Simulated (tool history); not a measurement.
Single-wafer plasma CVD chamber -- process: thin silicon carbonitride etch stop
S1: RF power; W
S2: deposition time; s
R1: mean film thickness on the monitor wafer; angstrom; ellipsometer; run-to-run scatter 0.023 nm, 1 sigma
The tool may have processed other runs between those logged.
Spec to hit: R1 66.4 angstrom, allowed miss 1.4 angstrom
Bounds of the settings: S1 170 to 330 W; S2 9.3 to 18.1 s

Run 1, day 0: S1 250 W, S2 13.7 s. Result: R1 75.173 angstrom.
Run 2, day 0.233: S1 230 W, S2 13.7 s. Result: R1 74.2 angstrom.
Run 3, day 0.538: S1 230 W, S2 13.5 s. Result: R1 72.801 angstrom.
Run 4, day 0.8: S1 245 W, S2 13.5 s. Result: R1 74.262 angstrom.
Run 5, day 0.983: S1 240 W, S2 13.4 s. Result: R1 72.81 angstrom.
Run 6, day 1.046: S1 235 W, S2 13.3 s. Result: R1 72.235 angstrom.
Run 7, day 1.2: S1 230 W, S2 13.2 s. Result: R1 71.161 angstrom.
Run 8, day 1.308: S1 225 W, S2 13.1 s. Result: R1 70.297 angstrom.
Run 9, day 1.429: S1 220 W, S2 13.1 s. Result: R1 70.315 angstrom.
Run 10, day 1.65: S1 190 W, S2 12.5 s. Result: R1 64.128 angstrom.

Exactly one of the 5 candidate moves below puts every result within its allowed miss. Which one?
Run A, day 1.871: S1 190 W, S2 12.9 s. Result: R1 ?.
Run B, day 1.871: S1 195 W, S2 12.1 s. Result: R1 ?.
Run C, day 1.871: S1 200 W, S2 12.2 s. Result: R1 ?.
Run D, day 1.871: S1 220 W, S2 13.2 s. Result: R1 ?.
Run E, day 1.871: S1 205 W, S2 12.2 s. Result: R1 ?.

move      R1
   A  66.378
   B  62.619
   C  63.493
   D   70.19
   E  63.845
A: hits every target within its allowed miss
B: misses by more than the last run did
C: misses by more than the last run did
D: carries the result that was furthest off beyond its target, to the other side
E: misses by more than the last run did
The right move is A.
